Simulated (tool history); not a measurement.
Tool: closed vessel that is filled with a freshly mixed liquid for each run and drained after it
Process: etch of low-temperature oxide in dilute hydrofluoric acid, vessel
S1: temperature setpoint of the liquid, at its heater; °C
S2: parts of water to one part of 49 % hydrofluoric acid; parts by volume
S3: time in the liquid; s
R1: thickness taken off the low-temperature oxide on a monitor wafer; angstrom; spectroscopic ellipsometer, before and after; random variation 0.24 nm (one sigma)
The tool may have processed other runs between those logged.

{"run": 1, "hour": 0.0, "S1": 26.0, "S2": 265, "S3": 650, "R1": 338.57}
{"run": 2, "hour": 4.6, "S1": 26.0, "S2": 265, "S3": 650, "R1": 343.12}
{"run": 3, "hour": 11.1, "S1": 26.0, "S2": 225, "S3": 650, "R1": 421.06}
{"run": 4, "hour": 18.0, "S1": 25.0, "S2": 225, "S3": 650, "R1": 408.75}
{"run": 5, "hour": 26.2, "S1": 22.5, "S2": 225, "S3": 650, "R1": 377.64}
{"run": 6, "hour": 34.1, "S1": 22.0, "S2": 230, "S3": 650, "R1": 352.19}
{"run": 7, "hour": 40.4, "S1": 21.5, "S2": 230, "S3": 650, "R1": 347.38}

Expected results for the next run?
{"run": 8, "hour": 48.1, "S1": 21.5, "S2": 230, "S3": 650, "R1": "?"}

Run 8 measured R1 350.06 angstrom.
